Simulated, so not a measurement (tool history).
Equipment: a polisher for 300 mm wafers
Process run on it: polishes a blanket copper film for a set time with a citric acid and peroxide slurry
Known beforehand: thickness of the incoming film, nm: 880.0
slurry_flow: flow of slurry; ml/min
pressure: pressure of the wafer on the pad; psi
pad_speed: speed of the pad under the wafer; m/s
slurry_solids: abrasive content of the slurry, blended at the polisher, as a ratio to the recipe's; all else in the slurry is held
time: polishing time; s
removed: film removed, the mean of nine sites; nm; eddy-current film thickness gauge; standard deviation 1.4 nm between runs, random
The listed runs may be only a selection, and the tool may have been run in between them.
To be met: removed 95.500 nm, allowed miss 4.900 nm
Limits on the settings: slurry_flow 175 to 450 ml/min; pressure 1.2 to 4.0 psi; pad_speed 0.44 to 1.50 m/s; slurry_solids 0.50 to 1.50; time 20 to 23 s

run	hour	slurry_flow	pressure	pad_speed	slurry_solids	time	removed
1	0.0	290	2.6	0.96	1.00	23	51.042
2	2.8	290	2.6	0.96	1.10	23	52.260
3	4.7	290	3.0	1.00	1.10	23	63.681
4	11.2	290	3.3	1.02	1.10	23	68.951
5	15.6	345	3.3	1.02	1.10	23	70.464
6	19.1	415	3.3	1.02	1.10	23	68.829
7	21.9	415	3.5	1.06	1.10	23	75.947
8	28.7	415	3.6	1.08	1.10	23	78.275
9	37.0	415	3.7	1.12	1.10	23	83.763
10	39.7	415	3.8	1.14	1.10	23	88.251
11	48.1	415	3.9	1.14	1.10	23	89.718

Of the 5 settings listed for the next run, only one would bring every result within its allowed miss of target. Which one?
A	56.5	410	4.0	1.26	0.90	21	?
B	56.5	405	3.9	1.42	0.95	23	?
C	56.5	345	4.0	1.08	1.20	22	?
D	56.5	415	4.0	1.22	0.95	23	?
E	56.5	435	4.0	1.26	1.25	23	?

move	removed
A	88.592
B	108.360
C	85.024
D	95.463
E	106.330
A: moves away from the targets compared with the last run
B: pushes the last run's worst result past its target
C: moves away from the targets compared with the last run
D: every result lands within tolerance
E: pushes the last run's worst result past its target
The right move is D.
